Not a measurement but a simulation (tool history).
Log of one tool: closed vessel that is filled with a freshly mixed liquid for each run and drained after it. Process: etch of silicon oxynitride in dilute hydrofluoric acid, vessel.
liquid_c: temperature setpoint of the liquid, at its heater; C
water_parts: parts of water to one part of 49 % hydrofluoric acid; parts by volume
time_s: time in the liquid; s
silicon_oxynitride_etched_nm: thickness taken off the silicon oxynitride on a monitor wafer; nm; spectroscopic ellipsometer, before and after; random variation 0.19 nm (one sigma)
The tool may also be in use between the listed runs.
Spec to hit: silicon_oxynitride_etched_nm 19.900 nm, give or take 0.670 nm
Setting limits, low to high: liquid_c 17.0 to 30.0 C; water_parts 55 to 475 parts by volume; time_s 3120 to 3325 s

{"run": 1, "hour": 0.0, "liquid_c": 22.0, "water_parts": 265, "time_s": 3120, "silicon_oxynitride_etched_nm": 16.684}
{"run": 2, "hour": 3.1, "liquid_c": 22.0, "water_parts": 315, "time_s": 3120, "silicon_oxynitride_etched_nm": 13.848}
{"run": 3, "hour": 11.1, "liquid_c": 23.0, "water_parts": 315, "time_s": 3120, "silicon_oxynitride_etched_nm": 14.325}
{"run": 4, "hour": 20.9, "liquid_c": 24.0, "water_parts": 315, "time_s": 3120, "silicon_oxynitride_etched_nm": 15.015}
{"run": 5, "hour": 22.6, "liquid_c": 25.0, "water_parts": 315, "time_s": 3120, "silicon_oxynitride_etched_nm": 15.64}
{"run": 6, "hour": 26.4, "liquid_c": 25.0, "water_parts": 390, "time_s": 3120, "silicon_oxynitride_etched_nm": 11.843}
{"run": 7, "hour": 30.4, "liquid_c": 25.5, "water_parts": 380, "time_s": 3120, "silicon_oxynitride_etched_nm": 12.663}
{"run": 8, "hour": 32.4, "liquid_c": 26.0, "water_parts": 370, "time_s": 3120, "silicon_oxynitride_etched_nm": 13.41}
{"run": 9, "hour": 37.6, "liquid_c": 26.5, "water_parts": 360, "time_s": 3120, "silicon_oxynitride_etched_nm": 13.878}
{"run": 10, "hour": 46.3, "liquid_c": 27.0, "water_parts": 350, "time_s": 3120, "silicon_oxynitride_etched_nm": 15.135}
{"run": 11, "hour": 51.5, "liquid_c": 27.5, "water_parts": 345, "time_s": 3120, "silicon_oxynitride_etched_nm": 15.527}
{"run": 12, "hour": 59.8, "liquid_c": 28.0, "water_parts": 340, "time_s": 3120, "silicon_oxynitride_etched_nm": 15.898}

Which one of the following 5 next-run settings gets every result inside its allowed miss? There is exactly one.
{"run": "A", "hour": 68.1, "liquid_c": 30.0, "water_parts": 325, "time_s": 3120, "silicon_oxynitride_etched_nm": "?"}
{"run": "B", "hour": 68.1, "liquid_c": 28.0, "water_parts": 300, "time_s": 3120, "silicon_oxynitride_etched_nm": "?"}
{"run": "C", "hour": 68.1, "liquid_c": 30.0, "water_parts": 300, "time_s": 3325, "silicon_oxynitride_etched_nm": "?"}
{"run": "D", "hour": 68.1, "liquid_c": 26.0, "water_parts": 385, "time_s": 3120, "silicon_oxynitride_etched_nm": "?"}
{"run": "E", "hour": 68.1, "liquid_c": 23.0, "water_parts": 255, "time_s": 3325, "silicon_oxynitride_etched_nm": "?"}

move=A silicon_oxynitride_etched_nm=18.507
move=B silicon_oxynitride_etched_nm=18.881
move=C silicon_oxynitride_etched_nm=21.797
move=D silicon_oxynitride_etched_nm=12.777
move=E silicon_oxynitride_etched_nm=19.814
A: an improvement on the last run, though not all results are within tolerance
B: an improvement on the last run, though not all results are within tolerance
C: moves the result that the last run missed by most past its target, out the other side
D: the biggest miss grows against the last run
E: every result lands within tolerance
E is the move that brings every result within its allowed miss.
